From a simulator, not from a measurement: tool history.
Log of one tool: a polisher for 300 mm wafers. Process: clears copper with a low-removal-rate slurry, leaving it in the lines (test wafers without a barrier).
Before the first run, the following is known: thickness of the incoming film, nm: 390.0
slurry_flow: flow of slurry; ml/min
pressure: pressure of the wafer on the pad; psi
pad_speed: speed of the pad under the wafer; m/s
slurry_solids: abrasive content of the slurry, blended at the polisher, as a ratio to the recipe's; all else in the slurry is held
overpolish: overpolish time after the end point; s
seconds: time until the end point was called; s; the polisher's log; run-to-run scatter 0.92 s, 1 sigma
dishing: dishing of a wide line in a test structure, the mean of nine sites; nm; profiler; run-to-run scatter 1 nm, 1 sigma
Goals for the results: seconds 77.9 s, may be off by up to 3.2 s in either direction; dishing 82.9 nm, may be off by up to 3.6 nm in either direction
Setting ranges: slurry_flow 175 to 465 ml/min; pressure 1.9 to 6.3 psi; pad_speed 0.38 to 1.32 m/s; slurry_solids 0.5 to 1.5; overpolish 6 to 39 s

run,day,slurry_flow,pressure,pad_speed,slurry_solids,overpolish,seconds,dishing
1,0,295,4.1,0.84,1,20,98.948,55.023
2,0.212,295,4.3,0.84,1,21,96.163,60.331
3,0.354,295,4.3,0.7,1,21,115.15,52.237
4,0.671,295,3.6,0.7,1,21,134.58,47.044
5,0.921,295,3.2,0.7,1,21,148.13,41.681
6,1.025,295,3.2,0.58,1,21,176.06,36.372
7,1.179,295,4.3,0.66,1,24,122.05,56.316
8,1.412,295,4.6,0.66,1,24,113.49,60.999
9,1.479,295,4.6,0.66,1,24,115.8,60.114
10,1.688,295,4.9,0.66,1,24,111.35,61.775
11,1.717,295,5.1,0.68,1,24,100.19,64.862
12,2.025,295,5.3,0.68,1,24,97.933,67.456
13,2.271,295,5.5,0.68,1,24,95.284,68.63
14,2.467,295,5.6,0.68,1,24,94.564,70.503
15,2.667,295,5.7,0.68,1,24,93.235,70.829
16,2.817,295,5.8,0.68,1,24,92.231,72.699

Exercise: of the 4 proposed moves below, exactly one satisfies all targets within the stated allowed misses. Which move is it?
A,2.967,310,6,0.84,1.15,23,?,?
B,2.967,300,5.5,0.58,0.65,27,?,?
C,2.967,315,4.6,0.88,1.5,25,?,?
D,2.967,290,5.4,0.94,0.8,18,?,?

move,seconds,dishing
A,69.151,87.191
B,122.49,63.304
C,78.484,82.672
D,74.605,67.941
A: carries the result that was furthest off beyond its target, to the other side
B: further off than the last run
C: all results in spec
D: carries the result that was furthest off beyond its target, to the other side
Move C is the one to make.
